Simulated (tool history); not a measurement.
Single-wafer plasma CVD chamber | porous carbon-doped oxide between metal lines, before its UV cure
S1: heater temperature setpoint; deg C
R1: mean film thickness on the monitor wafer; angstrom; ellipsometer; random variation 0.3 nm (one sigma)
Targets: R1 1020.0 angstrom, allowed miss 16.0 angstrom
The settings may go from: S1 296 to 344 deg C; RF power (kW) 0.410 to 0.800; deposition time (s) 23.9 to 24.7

Run 1, hour 0.0: S1 320 deg C, RF power (kW) 0.605, deposition time (s) 23.9. Result: R1 1269.1 angstrom.
Run 2, hour 1.4: S1 322 deg C, RF power (kW) 0.595, deposition time (s) 23.9. Result: R1 1245.7 angstrom.
Run 3, hour 5.9: S1 322 deg C, RF power (kW) 0.595, deposition time (s) 23.9. Result: R1 1247.0 angstrom.
Run 4, hour 13.2: S1 324 deg C, RF power (kW) 0.585, deposition time (s) 23.9. Result: R1 1224.9 angstrom.
Run 5, hour 19.8: S1 324 deg C, RF power (kW) 0.645, deposition time (s) 23.9. Result: R1 1280.3 angstrom.
At hour 23.1: RF generator calibrated.
Run 6, hour 23.1: S1 326 deg C, RF power (kW) 0.630, deposition time (s) 23.9. Result: R1 1285.2 angstrom.
Run 7, hour 28.9: S1 327 deg C, RF power (kW) 0.605, deposition time (s) 23.9. Result: R1 1252.3 angstrom.
Run 8, hour 32.4: S1 329 deg C, RF power (kW) 0.585, deposition time (s) 23.9. Result: R1 1211.5 angstrom.
Run 9, hour 39.8: S1 330 deg C, RF power (kW) 0.570, deposition time (s) 23.9. Result: R1 1188.1 angstrom.
Run 10, hour 42.6: S1 331 deg C, RF power (kW) 0.555, deposition time (s) 23.9. Result: R1 1169.7 angstrom.
Run 11, hour 47.0: S1 332 deg C, RF power (kW) 0.545, deposition time (s) 23.9. Result: R1 1153.8 angstrom.
Run 12, hour 54.3: S1 333 deg C, RF power (kW) 0.535, deposition time (s) 23.9. Result: R1 1140.7 angstrom.
Run 13, hour 63.2: S1 334 deg C, RF power (kW) 0.525, deposition time (s) 23.9. Result: R1 1118.5 angstrom.
Run 14, hour 67.1: S1 335 deg C, RF power (kW) 0.520, deposition time (s) 23.9. Result: R1 1105.8 angstrom.

4 next moves are on the table. One of them brings every result within its allowed miss. Which?
Run A, hour 71.0: S1 340 deg C, RF power (kW) 0.520, deposition time (s) 23.9. Result: R1 ?.
Run B, hour 71.0: S1 331 deg C, RF power (kW) 0.545, deposition time (s) 24.7. Result: R1 ?.
Run C, hour 71.0: S1 334 deg C, RF power (kW) 0.550, deposition time (s) 23.9. Result: R1 ?.
Run D, hour 71.0: S1 337 deg C, RF power (kW) 0.460, deposition time (s) 23.9. Result: R1 ?.

move      R1
   A  1075.5
   B  1192.1
   C  1142.7
   D  1021.9
A: nearer than the last run, and not there yet
B: further off than the last run
C: further off than the last run
D: meets every target
Move D is the one to make.

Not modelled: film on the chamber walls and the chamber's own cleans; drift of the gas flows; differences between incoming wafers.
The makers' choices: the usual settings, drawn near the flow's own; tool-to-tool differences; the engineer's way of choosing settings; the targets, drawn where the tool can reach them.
